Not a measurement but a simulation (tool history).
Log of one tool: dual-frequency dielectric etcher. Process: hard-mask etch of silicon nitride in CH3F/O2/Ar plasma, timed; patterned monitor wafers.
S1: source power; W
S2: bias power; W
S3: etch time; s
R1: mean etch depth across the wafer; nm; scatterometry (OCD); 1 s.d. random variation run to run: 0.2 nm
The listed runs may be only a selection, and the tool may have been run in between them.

| run | day | S1 | S2 | S3 | R1 |
|---|---|---|---|---|---|
| 1 | 0.000 | 300 | 77 | 152 | 109.79 |
| 2 | 0.221 | 250 | 77 | 152 | 104.21 |
| 3 | 0.542 | 300 | 77 | 152 | 109.89 |
| 4 | 0.875 | 260 | 77 | 152 | 105.63 |
| 5 | 1.154 | 260 | 84 | 152 | 109.61 |
| 6 | 1.208 | 280 | 84 | 152 | 111.72 |
| 7 | 1.446 | 260 | 82 | 152 | 108.18 |
| 8 | 1.692 | 250 | 81 | 152 | 106.77 |
| 9 | 1.888 | 240 | 80 | 152 | 104.93 |
| 10 | 2.246 | 240 | 80 | 152 | 105.21 |
| 11 | 2.304 | 230 | 79 | 152 | 103.45 |

For run 12, what comes out?
| 12 | 2.675 | 220 | 78 | 152 | ? |

Run 12 measured R1 101.25 nm.
